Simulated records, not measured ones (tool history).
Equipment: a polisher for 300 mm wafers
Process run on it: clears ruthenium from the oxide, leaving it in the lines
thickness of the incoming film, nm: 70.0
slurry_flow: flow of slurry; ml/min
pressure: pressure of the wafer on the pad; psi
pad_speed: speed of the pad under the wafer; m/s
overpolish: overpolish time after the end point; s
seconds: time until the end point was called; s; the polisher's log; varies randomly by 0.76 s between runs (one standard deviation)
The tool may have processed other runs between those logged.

run	hour	slurry_flow	pressure	pad_speed	overpolish	seconds
1	0	150	1.6	1	12	80.723
2	2.5	130	1.6	1	12	83.675
3	10.1	135	1.7	1	12	79.231
4	13.3	135	1.3	1	12	99.472
5	20.1	150	1.3	1	12	97.7
6	24.9	150	1.3	1	10	98.14
7	32.3	155	1.4	1	10	92.854
8	40.9	155	1.5	1	10	85.298
9	43.7	160	1.6	1	10	77.95
10	51.3	170	1.6	1	10	78.176
11	56.1	175	1.6	1	10	77.841
12	62.3	180	1.6	1	10	78.826

Run 13, settings as shown, results not yet in. Your forecast:
13	65.5	180	1.7	1	10	?

{"run 13": {"seconds": 72.501}}
